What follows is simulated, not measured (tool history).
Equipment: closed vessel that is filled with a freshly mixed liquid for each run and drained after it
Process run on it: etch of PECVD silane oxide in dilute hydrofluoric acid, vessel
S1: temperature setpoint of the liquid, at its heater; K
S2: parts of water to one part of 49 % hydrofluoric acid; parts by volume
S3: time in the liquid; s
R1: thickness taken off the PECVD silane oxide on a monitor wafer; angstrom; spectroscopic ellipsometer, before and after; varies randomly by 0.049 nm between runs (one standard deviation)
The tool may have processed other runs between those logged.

{"run": 1, "hour": 0.0, "S1": 294.15, "S2": 70, "S3": 70, "R1": 226.35}
{"run": 2, "hour": 6.7, "S1": 292.65, "S2": 80, "S3": 70, "R1": 182.43}
{"run": 3, "hour": 9.3, "S1": 291.65, "S2": 85, "S3": 70, "R1": 164.04}
{"run": 4, "hour": 10.7, "S1": 293.15, "S2": 85, "S3": 70, "R1": 176.42}
{"run": 5, "hour": 15.0, "S1": 293.15, "S2": 95, "S3": 70, "R1": 153.69}
{"run": 6, "hour": 15.8, "S1": 291.15, "S2": 95, "S3": 70, "R1": 142.84}
{"run": 7, "hour": 17.4, "S1": 291.15, "S2": 95, "S3": 70, "R1": 143.01}

Run 8 is up next; what results do you expect?
{"run": 8, "hour": 23.7, "S1": 290.65, "S2": 100, "S3": 70, "R1": "?"}

R1: 132.12 angstrom
